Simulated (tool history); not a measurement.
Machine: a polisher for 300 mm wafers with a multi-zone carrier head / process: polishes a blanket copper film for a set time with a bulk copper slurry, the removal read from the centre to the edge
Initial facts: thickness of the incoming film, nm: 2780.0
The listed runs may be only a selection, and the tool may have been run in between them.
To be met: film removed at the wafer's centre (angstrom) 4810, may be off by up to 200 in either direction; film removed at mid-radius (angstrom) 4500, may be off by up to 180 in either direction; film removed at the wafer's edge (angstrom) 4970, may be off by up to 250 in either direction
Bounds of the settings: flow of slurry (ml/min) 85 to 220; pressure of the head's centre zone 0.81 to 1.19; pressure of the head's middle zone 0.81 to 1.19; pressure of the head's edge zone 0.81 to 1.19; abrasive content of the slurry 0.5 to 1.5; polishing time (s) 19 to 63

run	day	flow of slurry (ml/min)	pressure of the head's centre zone	pressure of the head's middle zone	pressure of the head's edge zone	abrasive content of the slurry	polishing time (s)	film removed at the wafer's centre (angstrom)	film removed at mid-radius (angstrom)	film removed at the wafer's edge (angstrom)
1	0	140	1	1	1	1	41	3876.9	3926.7	3889
2	0.242	140	1	1	1	0.85	41	3759.5	3705.3	3743.4
3	0.508	140	1.07	1	1	0.85	41	3946.2	3750	3595.5
4	0.717	145	1.06	0.99	1.02	0.9	41	4020	3816	3804.9
5	0.808	145	1.11	0.99	1.02	0.9	41	4206.6	3779.3	3738
6	1.062	150	1.1	0.99	1.04	0.95	41	4312.8	3916.9	3788.3
7	1.188	155	1.08	0.98	1.05	1	41	4137.2	3977	3933.7
8	1.554	155	1.09	0.96	1.06	1.05	42	4455.3	4075.2	4161.7
9	1.654	160	1.09	0.95	1.07	1.1	42	4499.2	4020.1	4128.8
10	1.896	160	1.08	0.95	1.08	1.15	42	4516.6	4080.2	4261.3
11	2.054	165	1.07	0.95	1.09	1.2	42	4489.6	4169.6	4292.7
12	2.179	165	1.07	0.95	1.09	1.2	42	4589	4115.5	4344.2

Which one of the following 5 next-run settings gets every result inside its allowed miss? There is exactly one.
A	2.304	100	1.06	0.97	1.14	1.05	51	?	?	?
B	2.304	155	0.96	1	1.11	1.25	48	?	?	?
C	2.304	135	0.91	0.94	1.13	1.15	49	?	?	?
D	2.304	130	1.1	0.83	1.18	1.15	44	?	?	?
E	2.304	185	1.07	1.03	1	1.25	42	?	?	?

move	film removed at the wafer's centre (angstrom)	film removed at mid-radius (angstrom)	film removed at the wafer's edge (angstrom)
A	4831.1	4444.1	4920.1
B	4753.1	4840.3	5072.7
C	4381.6	4596.7	5033.5
D	4720.7	3880	4594.8
E	4791.8	4416.9	4318.3
A: meets every target
B: brings the last run's worst result on target, with another outside its allowed miss
C: brings the last run's worst result on target, with another outside its allowed miss
D: misses by more than the last run did
E: as far off as the last run
So the answer is move A, the one that meets all the targets.

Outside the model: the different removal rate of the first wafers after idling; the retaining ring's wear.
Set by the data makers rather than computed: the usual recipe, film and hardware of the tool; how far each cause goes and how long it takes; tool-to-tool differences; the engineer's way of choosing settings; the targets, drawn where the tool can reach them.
